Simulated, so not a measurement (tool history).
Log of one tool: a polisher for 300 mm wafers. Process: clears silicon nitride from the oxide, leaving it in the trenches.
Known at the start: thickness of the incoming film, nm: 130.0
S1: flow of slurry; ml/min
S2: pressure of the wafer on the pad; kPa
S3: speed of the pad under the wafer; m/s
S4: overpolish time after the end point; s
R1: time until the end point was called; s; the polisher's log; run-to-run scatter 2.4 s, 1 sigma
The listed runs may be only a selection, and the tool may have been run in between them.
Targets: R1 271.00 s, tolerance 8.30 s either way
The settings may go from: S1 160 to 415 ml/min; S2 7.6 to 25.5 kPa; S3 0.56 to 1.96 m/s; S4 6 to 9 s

Run 1, hour 0.0: S1 265 ml/min, S2 16.5 kPa, S3 1.26 m/s, S4 9 s. Result: R1 178.90 s.
Run 2, hour 5.4: S1 265 ml/min, S2 15.9 kPa, S3 1.26 m/s, S4 9 s. Result: R1 190.88 s.
Run 3, hour 11.6: S1 265 ml/min, S2 15.9 kPa, S3 1.26 m/s, S4 9 s. Result: R1 185.25 s.
Run 4, hour 16.6: S1 265 ml/min, S2 15.2 kPa, S3 1.26 m/s, S4 9 s. Result: R1 195.59 s.
Run 5, hour 20.1: S1 265 ml/min, S2 14.5 kPa, S3 1.26 m/s, S4 9 s. Result: R1 206.81 s.
Run 6, hour 21.6: S1 265 ml/min, S2 14.5 kPa, S3 1.26 m/s, S4 9 s. Result: R1 202.27 s.
Run 7, hour 25.9: S1 265 ml/min, S2 13.8 kPa, S3 1.26 m/s, S4 9 s. Result: R1 211.91 s.
Run 8, hour 31.9: S1 265 ml/min, S2 13.1 kPa, S3 1.26 m/s, S4 9 s. Result: R1 230.05 s.
Run 9, hour 34.8: S1 260 ml/min, S2 11.7 kPa, S3 1.26 m/s, S4 9 s. Result: R1 248.63 s.

Which single option among these 5 for the next run brings every result within its allowed miss of target? Just one does.
Run A, hour 37.7: S1 230 ml/min, S2 11.7 kPa, S3 1.56 m/s, S4 9 s. Result: R1 ?.
Run B, hour 37.7: S1 250 ml/min, S2 11.7 kPa, S3 1.48 m/s, S4 9 s. Result: R1 ?.
Run C, hour 37.7: S1 195 ml/min, S2 16.5 kPa, S3 1.04 m/s, S4 9 s. Result: R1 ?.
Run D, hour 37.7: S1 280 ml/min, S2 11.7 kPa, S3 1.42 m/s, S4 9 s. Result: R1 ?.
Run E, hour 37.7: S1 175 ml/min, S2 13.8 kPa, S3 1.04 m/s, S4 9 s. Result: R1 ?.

move      R1
   A  208.23
   B  216.20
   C  219.76
   D  221.66
   E  267.01
A: misses by more than the last run did
B: misses by more than the last run did
C: misses by more than the last run did
D: misses by more than the last run did
E: meets every target
Answer: E

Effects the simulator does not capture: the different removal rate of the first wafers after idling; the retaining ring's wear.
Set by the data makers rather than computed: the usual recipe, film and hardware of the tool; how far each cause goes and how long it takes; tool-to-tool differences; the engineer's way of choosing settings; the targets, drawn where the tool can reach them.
